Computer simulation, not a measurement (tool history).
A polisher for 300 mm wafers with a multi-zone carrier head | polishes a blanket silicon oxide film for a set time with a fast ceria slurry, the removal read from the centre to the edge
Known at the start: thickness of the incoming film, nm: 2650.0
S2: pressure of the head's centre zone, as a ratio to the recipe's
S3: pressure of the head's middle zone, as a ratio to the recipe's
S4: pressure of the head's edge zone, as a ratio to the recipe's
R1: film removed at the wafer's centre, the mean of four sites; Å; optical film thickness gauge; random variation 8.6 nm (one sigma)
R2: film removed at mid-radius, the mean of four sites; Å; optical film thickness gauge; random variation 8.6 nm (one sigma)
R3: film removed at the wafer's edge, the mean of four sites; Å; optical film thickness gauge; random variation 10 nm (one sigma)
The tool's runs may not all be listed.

Run 1, hour 0: flow of slurry (ml/min) 160, S2 1, S3 1, S4 1, polishing time (s) 39. Result: R1 9936.1 Å, R2 9751.1 Å, R3 9903.9 Å.
Run 2, hour 2.2: flow of slurry (ml/min) 160, S2 1.04, S3 1, S4 1, polishing time (s) 39. Result: R1 10353 Å, R2 9901.5 Å, R3 9914.3 Å.
Run 3, hour 3.8: flow of slurry (ml/min) 160, S2 1.04, S3 1, S4 1, polishing time (s) 32. Result: R1 8504.5 Å, R2 8047.1 Å, R3 8258.8 Å.
Run 4, hour 4.5: flow of slurry (ml/min) 165, S2 1.05, S3 0.99, S4 1.02, polishing time (s) 33. Result: R1 8917.6 Å, R2 8251.1 Å, R3 8359 Å.
At hour 7.6: worn pad replaced by a new one.
Run 5, hour 7.6: flow of slurry (ml/min) 160, S2 1.06, S3 0.98, S4 1.02, polishing time (s) 34. Result: R1 9860 Å, R2 9140.1 Å, R3 9424.5 Å.
Run 6, hour 8.2: flow of slurry (ml/min) 160, S2 1.06, S3 1.04, S4 1.02, polishing time (s) 34. Result: R1 9860.7 Å, R2 9315.6 Å, R3 9460.7 Å.
Run 7, hour 15.9: flow of slurry (ml/min) 160, S2 1.07, S3 1.03, S4 1.04, polishing time (s) 34. Result: R1 9906 Å, R2 9398.5 Å, R3 9457.7 Å.

Forecast run 8:
Run 8, hour 17.6: flow of slurry (ml/min) 155, S2 1.08, S3 1.01, S4 1.06, polishing time (s) 34. Result: R1 ?, R2 ?, R3 ?.

Run 8 gave R1 9952.2 Å, R2 9061.6 Å, R3 9602.8 Å.
